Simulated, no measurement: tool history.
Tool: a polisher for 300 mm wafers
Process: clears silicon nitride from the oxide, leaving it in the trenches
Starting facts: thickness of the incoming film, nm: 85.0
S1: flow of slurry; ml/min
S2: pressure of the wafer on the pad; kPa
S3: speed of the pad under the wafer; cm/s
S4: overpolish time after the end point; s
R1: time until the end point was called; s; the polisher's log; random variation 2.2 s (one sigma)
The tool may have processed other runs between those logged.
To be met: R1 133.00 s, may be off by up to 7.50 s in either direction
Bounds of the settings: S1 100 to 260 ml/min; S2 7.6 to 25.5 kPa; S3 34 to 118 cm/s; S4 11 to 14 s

run	hour	S1	S2	S3	S4	R1
1	0.0	165	16.5	76	14	186.40
2	4.5	165	17.2	76	14	179.07
3	5.7	165	17.9	76	14	167.67
4	10.2	165	18.6	76	14	160.46
5	17.5	165	18.6	76	11	166.43
6	25.7	165	19.3	76	11	151.69
7	31.7	165	20.0	76	11	150.56
8	37.2	165	20.7	76	11	145.45
9	45.7	165	21.4	76	11	141.23

Below are 4 possible settings for the next run. Only one of them brings all results inside the allowed miss of their targets. Which is it?
A	54.2	155	22.8	66	11	?
B	54.2	165	24.8	70	14	?
C	54.2	175	19.3	78	11	?
D	54.2	175	20.0	74	11	?

move	R1
A	151.77
B	131.41
C	151.86
D	153.56
A: moves away from the targets compared with the last run
B: every result within its allowed miss
C: moves away from the targets compared with the last run
D: moves away from the targets compared with the last run
Answer: B
